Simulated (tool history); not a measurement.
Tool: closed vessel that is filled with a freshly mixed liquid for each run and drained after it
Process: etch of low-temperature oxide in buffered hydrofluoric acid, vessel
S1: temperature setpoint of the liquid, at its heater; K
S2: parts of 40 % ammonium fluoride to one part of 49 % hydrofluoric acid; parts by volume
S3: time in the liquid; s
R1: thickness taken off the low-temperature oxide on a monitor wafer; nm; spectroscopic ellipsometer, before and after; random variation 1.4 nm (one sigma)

| run | hour | S1 | S2 | S3 | R1 |
|---|---|---|---|---|---|
| 1 | 0.0 | 298.15 | 14.5 | 90 | 139.25 |
| 2 | 8.2 | 299.65 | 14.5 | 90 | 152.22 |
| 3 | 16.6 | 296.65 | 14.5 | 90 | 127.04 |
| 4 | 21.9 | 298.15 | 14.5 | 90 | 138.76 |
| 5 | 30.5 | 298.15 | 14.5 | 95 | 147.19 |
| 6 | 39.7 | 299.15 | 14.5 | 95 | 156.57 |
| 7 | 42.2 | 300.15 | 14.5 | 95 | 163.52 |

The next listed run, before its measurement:
|  | 43.5 | thermometer replaced |
| 8 | 43.5 | 301.15 | 14.5 | 95 | ? |

R1: 188.46 nm
